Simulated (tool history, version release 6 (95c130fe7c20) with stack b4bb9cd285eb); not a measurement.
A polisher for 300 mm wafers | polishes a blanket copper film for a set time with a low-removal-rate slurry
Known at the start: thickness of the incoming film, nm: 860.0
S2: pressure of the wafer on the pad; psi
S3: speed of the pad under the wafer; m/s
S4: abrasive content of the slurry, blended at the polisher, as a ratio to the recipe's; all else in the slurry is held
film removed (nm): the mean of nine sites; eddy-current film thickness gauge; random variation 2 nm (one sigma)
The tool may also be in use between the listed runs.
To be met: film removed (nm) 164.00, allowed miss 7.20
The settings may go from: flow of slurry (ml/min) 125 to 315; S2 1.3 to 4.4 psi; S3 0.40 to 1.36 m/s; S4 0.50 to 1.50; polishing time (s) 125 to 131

run 1 hour=0.0 | flow_of_slurry_(ml/min)=205 S2=2.8 S3=0.88 S4=1.00 polishing_time_(s)=125 | film_removed_(nm)=264.50
run 2 hour=1.4 | flow_of_slurry_(ml/min)=205 S2=3.3 S3=0.88 S4=1.00 polishing_time_(s)=125 | film_removed_(nm)=292.77
run 3 hour=2.0 | flow_of_slurry_(ml/min)=205 S2=3.3 S3=0.88 S4=1.00 polishing_time_(s)=125 | film_removed_(nm)=296.05
run 4 hour=2.8 | flow_of_slurry_(ml/min)=205 S2=3.3 S3=0.88 S4=1.00 polishing_time_(s)=131 | film_removed_(nm)=302.87
run 5 hour=10.6 | flow_of_slurry_(ml/min)=205 S2=4.0 S3=0.88 S4=1.00 polishing_time_(s)=131 | film_removed_(nm)=351.72
run 6 hour=12.1 | flow_of_slurry_(ml/min)=205 S2=4.0 S3=0.74 S4=1.00 polishing_time_(s)=131 | film_removed_(nm)=295.89
run 7 hour=17.4 | flow_of_slurry_(ml/min)=205 S2=3.4 S3=0.72 S4=1.00 polishing_time_(s)=131 | film_removed_(nm)=254.99
run 8 hour=25.7 | flow_of_slurry_(ml/min)=205 S2=3.4 S3=0.72 S4=1.00 polishing_time_(s)=131 | film_removed_(nm)=255.61
run 9 hour=32.3 | flow_of_slurry_(ml/min)=205 S2=2.9 S3=0.70 S4=1.00 polishing_time_(s)=131 | film_removed_(nm)=222.56
run 10 hour=39.0 | flow_of_slurry_(ml/min)=205 S2=2.6 S3=0.68 S4=1.00 polishing_time_(s)=131 | film_removed_(nm)=203.95
run 11 hour=42.7 | flow_of_slurry_(ml/min)=205 S2=2.4 S3=0.68 S4=1.00 polishing_time_(s)=131 | film_removed_(nm)=194.80

5 next moves are on the table. One of them brings every result within its allowed miss. Which?
run A hour=46.4 | flow_of_slurry_(ml/min)=200 S2=2.2 S3=0.64 S4=0.95 polishing_time_(s)=125 | film_removed_(nm)=?
run B hour=46.4 | flow_of_slurry_(ml/min)=200 S2=2.6 S3=0.62 S4=0.95 polishing_time_(s)=131 | film_removed_(nm)=?
run C hour=46.4 | flow_of_slurry_(ml/min)=205 S2=2.2 S3=0.70 S4=0.95 polishing_time_(s)=127 | film_removed_(nm)=?
run D hour=46.4 | flow_of_slurry_(ml/min)=270 S2=3.0 S3=0.74 S4=0.90 polishing_time_(s)=131 | film_removed_(nm)=?
run E hour=46.4 | flow_of_slurry_(ml/min)=220 S2=3.2 S3=0.78 S4=0.80 polishing_time_(s)=131 | film_removed_(nm)=?

move=A film_removed_(nm)=163.78
move=B film_removed_(nm)=184.32
move=C film_removed_(nm)=181.98
move=D film_removed_(nm)=245.61
move=E film_removed_(nm)=257.49
A: meets every target
B: nearer than the last run, and not there yet
C: nearer than the last run, and not there yet
D: further off than the last run
E: further off than the last run
The right move is A.

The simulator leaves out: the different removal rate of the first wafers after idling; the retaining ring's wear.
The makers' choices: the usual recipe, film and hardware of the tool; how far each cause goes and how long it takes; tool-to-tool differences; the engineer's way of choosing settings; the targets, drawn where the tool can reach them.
